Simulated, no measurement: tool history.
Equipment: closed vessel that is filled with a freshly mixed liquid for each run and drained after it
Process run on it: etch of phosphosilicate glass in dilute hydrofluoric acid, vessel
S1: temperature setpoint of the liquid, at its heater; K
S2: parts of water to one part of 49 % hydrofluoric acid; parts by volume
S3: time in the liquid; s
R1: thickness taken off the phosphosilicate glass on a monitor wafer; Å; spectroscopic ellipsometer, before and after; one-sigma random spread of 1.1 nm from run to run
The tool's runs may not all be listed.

run 1 hour=0 | S1=294.15 S2=95 S3=95 | R1=972.86
run 2 hour=7.4 | S1=291.65 S2=95 S3=95 | R1=872.33
run 3 hour=11.5 | S1=291.65 S2=95 S3=95 | R1=870.7
run 4 hour=14.1 | S1=291.65 S2=95 S3=95 | R1=865.35
run 5 hour=19.3 | S1=291.65 S2=110 S3=95 | R1=744.94
run 6 hour=21 | S1=291.65 S2=125 S3=95 | R1=641.27
run 7 hour=29.8 | S1=293.65 S2=115 S3=95 | R1=755.32
run 8 hour=33.9 | S1=295.15 S2=105 S3=95 | R1=905.53
run 9 hour=41 | S1=296.65 S2=100 S3=95 | R1=1013.2

Run 10, settings as shown, results not yet in. Your forecast:
run 10 hour=46.7 | S1=297.65 S2=95 S3=95 | R1=?

{"run 10": {"R1": 1118.3}}
